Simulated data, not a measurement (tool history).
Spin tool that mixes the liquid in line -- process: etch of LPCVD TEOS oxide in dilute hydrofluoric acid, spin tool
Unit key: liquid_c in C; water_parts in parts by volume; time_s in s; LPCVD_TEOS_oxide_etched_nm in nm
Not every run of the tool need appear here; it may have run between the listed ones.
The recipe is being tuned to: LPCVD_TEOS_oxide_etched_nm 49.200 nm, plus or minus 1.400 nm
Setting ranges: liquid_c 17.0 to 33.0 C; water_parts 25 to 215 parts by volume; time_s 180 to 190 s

run	hour	liquid_c	water_parts	time_s	LPCVD_TEOS_oxide_etched_nm
1	0.0	25.0	120	180	27.163
2	2.5	26.5	115	180	30.060
3	4.2	26.5	155	180	21.187
4	9.1	27.5	140	180	24.758
5	13.3	27.5	140	190	26.702
6	21.1	28.5	130	190	29.692
7	26.4	29.0	120	190	33.457
8	28.8	33.0	90	190	54.526
9	31.9	33.0	90	190	53.519

Exactly one of the 5 candidate moves below puts every result within its allowed miss. Which one?
A	35.0	33.0	80	185	?
B	35.0	27.0	80	180	?
C	35.0	33.0	85	180	?
D	35.0	32.0	90	180	?
E	35.0	33.0	80	190	?

move	LPCVD_TEOS_oxide_etched_nm
A	60.522
B	46.834
C	54.992
D	49.665
E	62.158
A: the biggest miss grows against the last run
B: the result that was furthest off in the last run now lies on the other side of its target
C: the biggest miss grows against the last run
D: hits every target within its allowed miss
E: the biggest miss grows against the last run
D meets every target.

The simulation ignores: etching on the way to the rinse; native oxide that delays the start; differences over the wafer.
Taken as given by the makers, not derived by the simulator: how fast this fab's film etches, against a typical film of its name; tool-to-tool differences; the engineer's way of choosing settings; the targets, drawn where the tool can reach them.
